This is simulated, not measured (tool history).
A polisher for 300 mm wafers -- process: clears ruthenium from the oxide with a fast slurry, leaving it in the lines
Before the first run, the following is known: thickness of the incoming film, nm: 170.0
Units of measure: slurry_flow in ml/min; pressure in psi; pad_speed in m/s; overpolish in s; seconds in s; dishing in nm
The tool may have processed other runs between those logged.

run 1 hour=0 | slurry_flow=130 pressure=2.3 pad_speed=1.3 slurry_solids=1 overpolish=17 | seconds=35.306 dishing=65.895
run 2 hour=8 | slurry_flow=130 pressure=1.9 pad_speed=1.3 slurry_solids=1 overpolish=17 | seconds=41.062 dishing=56.983
run 3 hour=10.7 | slurry_flow=130 pressure=2.1 pad_speed=1.3 slurry_solids=1 overpolish=18 | seconds=37.727 dishing=62.55
run 4 hour=18.2 | slurry_flow=140 pressure=2.1 pad_speed=1.3 slurry_solids=1 overpolish=18 | seconds=37.079 dishing=63.597
run 5 hour=26 | slurry_flow=140 pressure=1.6 pad_speed=1.3 slurry_solids=1 overpolish=18 | seconds=48.327 dishing=52.959
run 6 hour=27.4 | slurry_flow=140 pressure=1.6 pad_speed=1.3 slurry_solids=1 overpolish=23 | seconds=47.425 dishing=64.87
run 7 hour=35.3 | slurry_flow=140 pressure=1.8 pad_speed=1.32 slurry_solids=1 overpolish=23 | seconds=43.628 dishing=74.057
run 8 hour=36.9 | slurry_flow=155 pressure=2.4 pad_speed=1.42 slurry_solids=1 overpolish=18 | seconds=31.093 dishing=77.72
run 9 hour=38.9 | slurry_flow=155 pressure=2.5 pad_speed=1.42 slurry_solids=1 overpolish=19 | seconds=29.536 dishing=82.194
run 10 hour=41.1 | slurry_flow=155 pressure=2.6 pad_speed=1.42 slurry_solids=1 overpolish=20 | seconds=28.925 dishing=86.418
run 11 hour=42.2 | slurry_flow=155 pressure=2.6 pad_speed=1.42 slurry_solids=1 overpolish=21 | seconds=28.6 dishing=93.383
run 12 hour=46.6 | slurry_flow=155 pressure=2.7 pad_speed=1.44 slurry_solids=1 overpolish=22 | seconds=27.629 dishing=99.851

For run 13, what comes out?
run 13 hour=48.4 | slurry_flow=155 pressure=2.7 pad_speed=1.44 slurry_solids=1 overpolish=22 | seconds=? dishing=?

{"run 13": {"seconds": 26.97, "dishing": 96.278}}
